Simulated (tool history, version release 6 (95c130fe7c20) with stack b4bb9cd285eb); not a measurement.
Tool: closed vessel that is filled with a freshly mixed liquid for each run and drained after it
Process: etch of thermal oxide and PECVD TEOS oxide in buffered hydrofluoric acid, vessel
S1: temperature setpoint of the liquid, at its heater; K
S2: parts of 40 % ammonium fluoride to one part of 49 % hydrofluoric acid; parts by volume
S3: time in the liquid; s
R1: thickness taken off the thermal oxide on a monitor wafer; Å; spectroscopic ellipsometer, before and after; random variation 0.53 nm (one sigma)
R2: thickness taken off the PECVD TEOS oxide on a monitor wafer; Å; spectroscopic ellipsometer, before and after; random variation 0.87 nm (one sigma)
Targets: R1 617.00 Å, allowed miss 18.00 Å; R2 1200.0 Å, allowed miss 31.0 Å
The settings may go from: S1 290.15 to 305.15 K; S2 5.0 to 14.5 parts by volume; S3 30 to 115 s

{"run": 1, "hour": 0.0, "S1": 297.15, "S2": 9.0, "S3": 60, "R1": 729.07, "R2": 1428.4}
{"run": 2, "hour": 3.4, "S1": 295.65, "S2": 9.0, "S3": 60, "R1": 676.07, "R2": 1309.0}
{"run": 3, "hour": 5.0, "S1": 295.15, "S2": 9.0, "S3": 60, "R1": 655.27, "R2": 1276.5}
{"run": 4, "hour": 10.7, "S1": 294.65, "S2": 9.0, "S3": 60, "R1": 641.03, "R2": 1246.4}
{"run": 5, "hour": 18.5, "S1": 294.65, "S2": 7.0, "S3": 60, "R1": 828.08, "R2": 1608.6}
{"run": 6, "hour": 22.1, "S1": 294.65, "S2": 7.0, "S3": 40, "R1": 553.81, "R2": 1082.1}
{"run": 7, "hour": 23.2, "S1": 295.15, "S2": 7.0, "S3": 40, "R1": 574.7, "R2": 1114.2}
{"run": 8, "hour": 27.3, "S1": 295.65, "S2": 7.0, "S3": 40, "R1": 588.52, "R2": 1135.9}
{"run": 9, "hour": 33.2, "S1": 295.65, "S2": 7.0, "S3": 40, "R1": 585.17, "R2": 1145.2}

Which of these 4 next moves meets every target?
{"run": "A", "hour": 39.1, "S1": 294.65, "S2": 5.0, "S3": 30, "R1": "?", "R2": "?"}
{"run": "B", "hour": 39.1, "S1": 295.15, "S2": 8.0, "S3": 45, "R1": "?", "R2": "?"}
{"run": "C", "hour": 39.1, "S1": 305.15, "S2": 9.0, "S3": 30, "R1": "?", "R2": "?"}
{"run": "D", "hour": 39.1, "S1": 295.15, "S2": 6.5, "S3": 40, "R1": "?", "R2": "?"}

move=A R1=550.79 R2=1071.4
move=B R1=551.23 R2=1072.2
move=C R1=551.92 R2=1073.6
move=D R1=603.66 R2=1174.2
A: further off than the last run
B: further off than the last run
C: further off than the last run
D: meets every target
The right move is D.
